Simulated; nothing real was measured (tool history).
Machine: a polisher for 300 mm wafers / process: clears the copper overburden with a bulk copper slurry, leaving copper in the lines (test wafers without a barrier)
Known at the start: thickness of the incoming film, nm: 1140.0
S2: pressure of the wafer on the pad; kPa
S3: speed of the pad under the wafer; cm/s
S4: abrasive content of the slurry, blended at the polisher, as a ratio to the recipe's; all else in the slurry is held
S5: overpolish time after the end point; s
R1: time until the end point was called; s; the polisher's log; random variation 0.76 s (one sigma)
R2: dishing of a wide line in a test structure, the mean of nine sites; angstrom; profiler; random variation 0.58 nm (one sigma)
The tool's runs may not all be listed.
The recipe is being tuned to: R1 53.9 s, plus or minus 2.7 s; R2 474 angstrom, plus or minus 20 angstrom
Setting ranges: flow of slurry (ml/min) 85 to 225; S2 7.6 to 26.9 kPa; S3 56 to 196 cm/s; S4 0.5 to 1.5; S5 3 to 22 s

run 1 day=0 | flow_of_slurry_(ml/min)=145 S2=17.2 S3=126 S4=1 S5=11 | R1=100.37 R2=788.8
run 2 day=0.029 | flow_of_slurry_(ml/min)=155 S2=16.5 S3=136 S4=1.05 S5=10 | R1=94.743 R2=752.02
run 3 day=0.333 | flow_of_slurry_(ml/min)=190 S2=16.5 S3=136 S4=1.05 S5=10 | R1=90.898 R2=760.73
run 4 day=0.7 | flow_of_slurry_(ml/min)=190 S2=16.5 S3=162 S4=1.05 S5=10 | R1=76.887 R2=863.01
run 5 day=0.938 | flow_of_slurry_(ml/min)=195 S2=15.9 S3=168 S4=1.1 S5=9 | R1=77.735 R2=793.2
run 6 day=1.079 | flow_of_slurry_(ml/min)=195 S2=19.3 S3=168 S4=1.1 S5=9 | R1=63.115 R2=947.07
run 7 day=1.208 | flow_of_slurry_(ml/min)=200 S2=18.6 S3=172 S4=1.15 S5=8 | R1=63.784 R2=879.21
run 8 day=1.308 | flow_of_slurry_(ml/min)=205 S2=17.9 S3=176 S4=1.15 S5=7 | R1=65.467 R2=774.25
run 9 day=1.583 | flow_of_slurry_(ml/min)=210 S2=17.2 S3=178 S4=1.2 S5=6 | R1=62.924 R2=690.72
run 10 day=1.846 | flow_of_slurry_(ml/min)=210 S2=16.5 S3=180 S4=1.25 S5=6 | R1=67.308 R2=681.06
run 11 day=2.204 | flow_of_slurry_(ml/min)=210 S2=16.5 S3=180 S4=1.25 S5=6 | R1=65.513 R2=661.87
run 12 day=2.404 | flow_of_slurry_(ml/min)=210 S2=16.5 S3=182 S4=1.3 S5=6 | R1=63.7 R2=685.94
run 13 day=2.662 | flow_of_slurry_(ml/min)=210 S2=16.5 S3=184 S4=1.35 S5=6 | R1=61.865 R2=697.5
run 14 day=2.904 | flow_of_slurry_(ml/min)=210 S2=16.5 S3=186 S4=1.35 S5=6 | R1=63.274 R2=701.04
run 15 day=3.183 | flow_of_slurry_(ml/min)=210 S2=16.5 S3=188 S4=1.35 S5=6 | R1=62.828 R2=706.12
run 16 day=3.333 | flow_of_slurry_(ml/min)=210 S2=16.5 S3=190 S4=1.35 S5=6 | R1=61.097 R2=716.63
run 17 day=3.429 | flow_of_slurry_(ml/min)=220 S2=15.2 S3=194 S4=1.45 S5=4 | R1=63.231 R2=502.29
run 18 day=3.542 | flow_of_slurry_(ml/min)=225 S2=15.9 S3=196 S4=1.5 S5=3 | R1=59.374 R2=422.43

Exactly one of the 4 candidate moves below puts every result within its allowed miss. Which one?
run A day=3.654 | flow_of_slurry_(ml/min)=215 S2=20 S3=196 S4=1.5 S5=3 | R1=? R2=?
run B day=3.654 | flow_of_slurry_(ml/min)=225 S2=20.7 S3=196 S4=1.4 S5=3 | R1=? R2=?
run C day=3.654 | flow_of_slurry_(ml/min)=225 S2=16.5 S3=196 S4=1.45 S5=3 | R1=? R2=?
run D day=3.654 | flow_of_slurry_(ml/min)=225 S2=19.3 S3=178 S4=1.5 S5=3 | R1=? R2=?

move=A R1=46.42 R2=511.15
move=B R1=45.506 R2=520.46
move=C R1=55.993 R2=433.64
move=D R1=52.412 R2=461.98
A: takes the result that was furthest off past its target
B: takes the result that was furthest off past its target
C: closes in on the targets versus the last run, not all within tolerance yet
D: hits every target within its allowed miss
D is the move that brings every result within its allowed miss.

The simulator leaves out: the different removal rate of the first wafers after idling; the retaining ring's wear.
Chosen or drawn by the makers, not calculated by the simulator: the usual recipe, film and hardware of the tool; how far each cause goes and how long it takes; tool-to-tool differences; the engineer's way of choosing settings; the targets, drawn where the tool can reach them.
